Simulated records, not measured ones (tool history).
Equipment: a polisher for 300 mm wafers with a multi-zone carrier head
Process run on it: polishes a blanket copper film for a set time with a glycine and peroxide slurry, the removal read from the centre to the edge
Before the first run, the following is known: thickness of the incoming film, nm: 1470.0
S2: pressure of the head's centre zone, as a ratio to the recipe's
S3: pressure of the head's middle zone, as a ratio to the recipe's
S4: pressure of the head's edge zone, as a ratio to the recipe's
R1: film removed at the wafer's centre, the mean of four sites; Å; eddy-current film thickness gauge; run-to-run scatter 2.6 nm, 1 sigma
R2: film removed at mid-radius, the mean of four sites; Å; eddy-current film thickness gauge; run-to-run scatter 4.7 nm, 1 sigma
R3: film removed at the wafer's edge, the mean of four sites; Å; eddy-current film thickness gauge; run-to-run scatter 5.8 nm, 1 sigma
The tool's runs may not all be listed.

run 1 day=0 | flow_of_slurry_(ml/min)=145 S2=1 S3=1 S4=1 polishing_time_(s)=82 | R1=3782.2 R2=3927 R3=3817.5
run 2 day=0.042 | flow_of_slurry_(ml/min)=145 S2=1 S3=1 S4=0.94 polishing_time_(s)=82 | R1=3781.7 R2=3872.4 R3=3682.8
run 3 day=0.1 | flow_of_slurry_(ml/min)=145 S2=1 S3=1.09 S4=0.94 polishing_time_(s)=82 | R1=3787.1 R2=4157.9 R3=3685.6
run 4 day=0.179 | flow_of_slurry_(ml/min)=145 S2=1.08 S3=1.09 S4=0.94 polishing_time_(s)=82 | R1=4089.5 R2=4191.2 R3=3657.6
run 5 day=0.433 | flow_of_slurry_(ml/min)=145 S2=1.08 S3=1.01 S4=0.94 polishing_time_(s)=82 | R1=4090.4 R2=3918.2 R3=3725.6
run 6 day=0.754 | flow_of_slurry_(ml/min)=145 S2=1.08 S3=1.01 S4=1 polishing_time_(s)=82 | R1=4089.2 R2=3951.5 R3=3903.4
run 7 day=1.042 | flow_of_slurry_(ml/min)=135 S2=1.06 S3=1.02 S4=1.01 polishing_time_(s)=82 | R1=3911.8 R2=3872.4 R3=3771.8
run 8 day=1.262 | flow_of_slurry_(ml/min)=130 S2=1.04 S3=1.03 S4=1.03 polishing_time_(s)=83 | R1=3873 R2=3944.6 R3=3900.2
run 9 day=1.608 | flow_of_slurry_(ml/min)=125 S2=1.02 S3=1.04 S4=1.04 polishing_time_(s)=83 | R1=3757.5 R2=3962 R3=3850.1

What does the tool deliver on the next run?
run 10 day=1.967 | flow_of_slurry_(ml/min)=120 S2=1.01 S3=1.05 S4=1.05 polishing_time_(s)=83 | R1=? R2=? R3=?

R1: 3623.6 Å
R2: 3932.9 Å
R3: 3899.7 Å
